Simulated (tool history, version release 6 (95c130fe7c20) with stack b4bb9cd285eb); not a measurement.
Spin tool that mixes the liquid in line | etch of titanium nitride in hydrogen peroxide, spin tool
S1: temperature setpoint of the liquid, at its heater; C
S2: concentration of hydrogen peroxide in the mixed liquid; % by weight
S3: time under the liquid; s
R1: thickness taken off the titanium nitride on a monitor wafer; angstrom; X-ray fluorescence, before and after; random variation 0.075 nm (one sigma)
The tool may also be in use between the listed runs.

run    day    S1    S2  S3      R1
  1      0    55    24  80  58.353
  2    0.2  58.5  25.5  80  76.228
  3  0.529    61  25.5  80  90.111
  4  0.721  62.5  26.5  80  100.56
  5   0.95  63.5  27.5  80   108.3
  6  1.217  63.5  27.5  80  108.61
  7  1.442  64.5    28  80  116.17

Run 8 comes next. What will it give?
     1.621  -- heated supply line repaired
  8  1.621  66  30  80   ?

Run 8 gave R1 148.44 angstrom.

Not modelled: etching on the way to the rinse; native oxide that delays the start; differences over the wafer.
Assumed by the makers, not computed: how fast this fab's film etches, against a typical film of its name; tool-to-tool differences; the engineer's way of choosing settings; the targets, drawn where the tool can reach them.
